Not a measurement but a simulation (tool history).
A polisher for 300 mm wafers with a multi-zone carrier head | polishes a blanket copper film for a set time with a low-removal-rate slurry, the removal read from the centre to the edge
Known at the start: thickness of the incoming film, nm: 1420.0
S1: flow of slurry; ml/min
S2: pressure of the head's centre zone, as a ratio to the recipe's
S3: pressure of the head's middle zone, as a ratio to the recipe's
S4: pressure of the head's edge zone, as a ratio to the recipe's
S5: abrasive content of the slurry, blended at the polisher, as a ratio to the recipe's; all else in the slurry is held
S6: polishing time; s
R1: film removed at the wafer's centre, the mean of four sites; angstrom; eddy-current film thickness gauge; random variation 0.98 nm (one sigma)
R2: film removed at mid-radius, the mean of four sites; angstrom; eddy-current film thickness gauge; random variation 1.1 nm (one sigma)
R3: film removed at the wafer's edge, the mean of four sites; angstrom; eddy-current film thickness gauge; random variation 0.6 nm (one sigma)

run,hour,S1,S2,S3,S4,S5,S6,R1,R2,R3
1,0.0,210,1.00,1.00,1.00,1.00,72,1157.90,1139.70,1094.10
2,0.6,200,0.96,0.97,0.97,0.95,72,1110.90,1091.80,1074.20
3,1.4,190,0.93,0.96,0.95,0.85,71,1028.10,1010.80,1004.00
4,9.0,190,0.99,0.96,0.95,0.85,71,1080.80,996.97,1007.20
5,13.2,180,0.95,0.95,0.94,0.80,71,1017.40,990.03,973.77
6,21.9,170,0.92,0.94,0.94,0.80,71,950.92,965.75,972.68
7,26.5,160,0.92,0.94,0.93,0.80,71,955.90,962.01,958.62

Run 8 comes next. What will it give?
8,27.3,155,0.91,0.93,0.93,0.80,71,?,?,?

Run 8 gave R1 922.04 angstrom, R2 943.27 angstrom, R3 950.09 angstrom.
